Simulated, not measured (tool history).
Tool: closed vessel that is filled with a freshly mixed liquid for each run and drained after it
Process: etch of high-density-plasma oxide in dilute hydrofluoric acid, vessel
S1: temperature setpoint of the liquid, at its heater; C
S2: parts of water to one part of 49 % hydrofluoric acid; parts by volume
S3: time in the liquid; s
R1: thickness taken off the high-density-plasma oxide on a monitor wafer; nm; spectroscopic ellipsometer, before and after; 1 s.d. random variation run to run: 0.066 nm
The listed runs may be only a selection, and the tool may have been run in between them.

| run | hour | S1 | S2 | S3 | R1 |
|---|---|---|---|---|---|
| 1 | 0.0 | 22.0 | 300 | 1050 | 15.832 |
| 2 | 8.7 | 21.5 | 305 | 1050 | 15.047 |
| 3 | 16.4 | 21.5 | 390 | 1050 | 10.926 |
| 4 | 23.6 | 21.5 | 310 | 1050 | 14.787 |
| 5 | 25.4 | 21.0 | 315 | 1050 | 14.254 |
| 6 | 27.7 | 20.5 | 315 | 1050 | 13.972 |
| 7 | 36.6 | 20.0 | 315 | 1050 | 13.753 |

What does the tool deliver on the next run?
| 8 | 43.9 | 17.0 | 340 | 1050 | ? |

Logged for run 8: R1 11.087 nm.
